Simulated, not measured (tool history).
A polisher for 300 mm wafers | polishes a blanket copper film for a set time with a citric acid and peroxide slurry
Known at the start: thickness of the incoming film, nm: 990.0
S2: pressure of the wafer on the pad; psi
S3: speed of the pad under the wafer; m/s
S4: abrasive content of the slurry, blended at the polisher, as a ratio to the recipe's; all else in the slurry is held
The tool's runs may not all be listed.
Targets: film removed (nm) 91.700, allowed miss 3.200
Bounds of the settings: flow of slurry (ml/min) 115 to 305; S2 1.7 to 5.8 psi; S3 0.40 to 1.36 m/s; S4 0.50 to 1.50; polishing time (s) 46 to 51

{"run": 1, "day": 0.0, "flow of slurry (ml/min)": 195, "S2": 3.7, "S3": 0.88, "S4": 1.0, "polishing time (s)": 51, "film removed (nm)": 133.45}
{"run": 2, "day": 0.046, "flow of slurry (ml/min)": 195, "S2": 3.7, "S3": 0.88, "S4": 1.2, "polishing time (s)": 51, "film removed (nm)": 136.58}
{"run": 3, "day": 0.375, "flow of slurry (ml/min)": 195, "S2": 3.3, "S3": 0.88, "S4": 1.2, "polishing time (s)": 51, "film removed (nm)": 125.27}
{"run": 4, "day": 0.583, "flow of slurry (ml/min)": 195, "S2": 3.0, "S3": 0.88, "S4": 1.2, "polishing time (s)": 51, "film removed (nm)": 118.3}
{"run": 5, "day": 0.808, "flow of slurry (ml/min)": 195, "S2": 2.7, "S3": 0.88, "S4": 1.2, "polishing time (s)": 51, "film removed (nm)": 108.95}
{"run": 6, "day": 0.846, "flow of slurry (ml/min)": 195, "S2": 2.7, "S3": 0.88, "S4": 1.1, "polishing time (s)": 51, "film removed (nm)": 107.38}
{"run": 7, "day": 0.888, "flow of slurry (ml/min)": 195, "S2": 2.5, "S3": 0.88, "S4": 1.1, "polishing time (s)": 51, "film removed (nm)": 100.12}
{"run": 8, "day": 0.979, "flow of slurry (ml/min)": 195, "S2": 2.4, "S3": 0.88, "S4": 1.1, "polishing time (s)": 51, "film removed (nm)": 99.293}
{"run": 9, "day": 1.267, "flow of slurry (ml/min)": 195, "S2": 2.3, "S3": 0.88, "S4": 1.1, "polishing time (s)": 51, "film removed (nm)": 95.861}

4 next moves are on the table. One of them brings every result within its allowed miss. Which?
{"run": "A", "day": 1.554, "flow of slurry (ml/min)": 230, "S2": 2.2, "S3": 0.94, "S4": 1.05, "polishing time (s)": 51, "film removed (nm)": "?"}
{"run": "B", "day": 1.554, "flow of slurry (ml/min)": 155, "S2": 2.5, "S3": 0.96, "S4": 1.1, "polishing time (s)": 51, "film removed (nm)": "?"}
{"run": "C", "day": 1.554, "flow of slurry (ml/min)": 230, "S2": 1.9, "S3": 0.96, "S4": 1.2, "polishing time (s)": 50, "film removed (nm)": "?"}
{"run": "D", "day": 1.554, "flow of slurry (ml/min)": 155, "S2": 2.5, "S3": 0.96, "S4": 1.1, "polishing time (s)": 50, "film removed (nm)": "?"}

move=A film_removed_(nm)=99.510
move=B film_removed_(nm)=104.150
move=C film_removed_(nm)=92.728
move=D film_removed_(nm)=102.110
A: further off than the last run
B: further off than the last run
C: meets every target
D: further off than the last run
Answer: C
